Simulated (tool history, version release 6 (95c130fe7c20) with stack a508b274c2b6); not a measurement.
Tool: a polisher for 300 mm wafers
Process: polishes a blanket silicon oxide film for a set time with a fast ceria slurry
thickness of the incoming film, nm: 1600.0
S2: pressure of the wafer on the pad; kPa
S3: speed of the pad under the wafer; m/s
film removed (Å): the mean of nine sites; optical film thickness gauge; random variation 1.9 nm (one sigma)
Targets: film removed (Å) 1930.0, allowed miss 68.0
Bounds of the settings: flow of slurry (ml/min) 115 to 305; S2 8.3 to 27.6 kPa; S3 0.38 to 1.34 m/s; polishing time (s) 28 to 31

run 1 hour=0.0 | flow_of_slurry_(ml/min)=195 S2=17.9 S3=0.86 polishing_time_(s)=31 | film_removed_(Å)=3091.1
run 2 hour=5.4 | flow_of_slurry_(ml/min)=195 S2=17.9 S3=0.86 polishing_time_(s)=31 | film_removed_(Å)=3034.8
run 3 hour=6.5 | flow_of_slurry_(ml/min)=190 S2=15.2 S3=0.86 polishing_time_(s)=31 | film_removed_(Å)=2546.3
run 4 hour=11.7 | flow_of_slurry_(ml/min)=155 S2=15.2 S3=0.86 polishing_time_(s)=31 | film_removed_(Å)=2513.5
run 5 hour=12.2 | flow_of_slurry_(ml/min)=155 S2=13.8 S3=0.86 polishing_time_(s)=31 | film_removed_(Å)=2252.0
run 6 hour=20.3 | flow_of_slurry_(ml/min)=205 S2=13.8 S3=0.86 polishing_time_(s)=31 | film_removed_(Å)=2392.7
run 7 hour=23.1 | flow_of_slurry_(ml/min)=195 S2=13.1 S3=0.86 polishing_time_(s)=31 | film_removed_(Å)=2271.9
run 8 hour=28.0 | flow_of_slurry_(ml/min)=185 S2=12.4 S3=0.86 polishing_time_(s)=31 | film_removed_(Å)=2105.9
run 9 hour=28.6 | flow_of_slurry_(ml/min)=180 S2=11.7 S3=0.86 polishing_time_(s)=31 | film_removed_(Å)=1986.3

Which of these 4 next moves meets every target?
run A hour=29.2 | flow_of_slurry_(ml/min)=160 S2=12.4 S3=0.86 polishing_time_(s)=31 | film_removed_(Å)=?
run B hour=29.2 | flow_of_slurry_(ml/min)=195 S2=11.0 S3=0.98 polishing_time_(s)=31 | film_removed_(Å)=?
run C hour=29.2 | flow_of_slurry_(ml/min)=195 S2=9.7 S3=0.98 polishing_time_(s)=31 | film_removed_(Å)=?
run D hour=29.2 | flow_of_slurry_(ml/min)=120 S2=15.9 S3=0.74 polishing_time_(s)=31 | film_removed_(Å)=?

move=A film_removed_(Å)=2067.4
move=B film_removed_(Å)=2161.1
move=C film_removed_(Å)=1903.9
move=D film_removed_(Å)=2131.0
A: further off than the last run
B: further off than the last run
C: meets every target
D: further off than the last run
Answer: C

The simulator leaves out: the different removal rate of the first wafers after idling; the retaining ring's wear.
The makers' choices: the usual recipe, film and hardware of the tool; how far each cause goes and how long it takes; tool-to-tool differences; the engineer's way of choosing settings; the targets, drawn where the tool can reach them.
